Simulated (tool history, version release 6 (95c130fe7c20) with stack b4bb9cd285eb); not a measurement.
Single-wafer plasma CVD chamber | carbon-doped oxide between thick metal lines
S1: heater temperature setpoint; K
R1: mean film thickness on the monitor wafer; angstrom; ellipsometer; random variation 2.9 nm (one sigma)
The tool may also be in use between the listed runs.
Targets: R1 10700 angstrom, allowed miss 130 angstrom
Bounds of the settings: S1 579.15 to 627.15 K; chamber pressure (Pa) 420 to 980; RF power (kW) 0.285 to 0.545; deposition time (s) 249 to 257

run 1 hour=0 | S1=603.15 chamber_pressure_(Pa)=700 RF_power_(kW)=0.415 deposition_time_(s)=249 | R1=11291
run 2 hour=6.1 | S1=607.15 chamber_pressure_(Pa)=684 RF_power_(kW)=0.415 deposition_time_(s)=249 | R1=11089
run 3 hour=7.3 | S1=607.15 chamber_pressure_(Pa)=684 RF_power_(kW)=0.415 deposition_time_(s)=249 | R1=11136
run 4 hour=15.3 | S1=607.15 chamber_pressure_(Pa)=684 RF_power_(kW)=0.37 deposition_time_(s)=249 | R1=10291
run 5 hour=19.2 | S1=616.15 chamber_pressure_(Pa)=684 RF_power_(kW)=0.37 deposition_time_(s)=249 | R1=9995.8
run 6 hour=20.7 | S1=616.15 chamber_pressure_(Pa)=684 RF_power_(kW)=0.32 deposition_time_(s)=249 | R1=8999.2
run 7 hour=29.4 | S1=608.15 chamber_pressure_(Pa)=768 RF_power_(kW)=0.325 deposition_time_(s)=249 | R1=9486.1
run 8 hour=30.6 | S1=602.15 chamber_pressure_(Pa)=819 RF_power_(kW)=0.33 deposition_time_(s)=249 | R1=9887.1
run 9 hour=32.3 | S1=597.15 chamber_pressure_(Pa)=841 RF_power_(kW)=0.33 deposition_time_(s)=249 | R1=10129

Which of these 5 next moves meets every target?
run A hour=34 | S1=598.15 chamber_pressure_(Pa)=791 RF_power_(kW)=0.3 deposition_time_(s)=257 | R1=?
run B hour=34 | S1=594.15 chamber_pressure_(Pa)=745 RF_power_(kW)=0.335 deposition_time_(s)=254 | R1=?
run C hour=34 | S1=603.15 chamber_pressure_(Pa)=684 RF_power_(kW)=0.38 deposition_time_(s)=257 | R1=?
run D hour=34 | S1=595.15 chamber_pressure_(Pa)=452 RF_power_(kW)=0.4 deposition_time_(s)=249 | R1=?
run E hour=34 | S1=592.15 chamber_pressure_(Pa)=980 RF_power_(kW)=0.34 deposition_time_(s)=250 | R1=?

move=A R1=9568.9
move=B R1=10298
move=C R1=10896
move=D R1=10438
move=E R1=10640
A: further off than the last run
B: nearer than the last run, and not there yet
C: takes the result that was furthest off past its target
D: nearer than the last run, and not there yet
E: meets every target
Answer: E
